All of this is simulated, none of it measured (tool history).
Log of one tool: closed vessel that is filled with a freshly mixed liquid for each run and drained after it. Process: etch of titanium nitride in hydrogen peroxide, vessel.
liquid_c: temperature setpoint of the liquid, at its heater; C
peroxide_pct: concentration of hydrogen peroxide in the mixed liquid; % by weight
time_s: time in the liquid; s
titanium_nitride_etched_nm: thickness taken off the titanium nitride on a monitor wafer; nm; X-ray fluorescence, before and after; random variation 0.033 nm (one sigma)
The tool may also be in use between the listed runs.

| run | hour | liquid_c | peroxide_pct | time_s | titanium_nitride_etched_nm |
|---|---|---|---|---|---|
| 1 | 0.0 | 56.0 | 15.5 | 50 | 2.15280 |
| 2 | 5.4 | 50.5 | 15.5 | 50 | 1.46090 |
| 3 | 10.8 | 50.5 | 14.0 | 50 | 1.43140 |
| 4 | 18.4 | 47.0 | 14.0 | 50 | 1.12140 |
| 5 | 22.0 | 44.0 | 14.0 | 50 | 0.88806 |
| 6 | 30.2 | 46.5 | 14.0 | 50 | 1.07840 |
| 7 | 38.6 | 49.0 | 14.0 | 50 | 1.29330 |
| 8 | 47.7 | 51.0 | 14.0 | 50 | 1.49260 |
| 9 | 54.7 | 52.5 | 14.0 | 50 | 1.67470 |
| 10 | 56.1 | 54.0 | 14.0 | 50 | 1.84090 |
| 11 | 61.4 | 54.0 | 14.0 | 50 | 1.84750 |

The next listed run, before its measurement:
| 12 | 63.7 | 55.5 | 14.0 | 50 | ? |

Run 12 gave titanium_nitride_etched_nm 2.04990 nm.
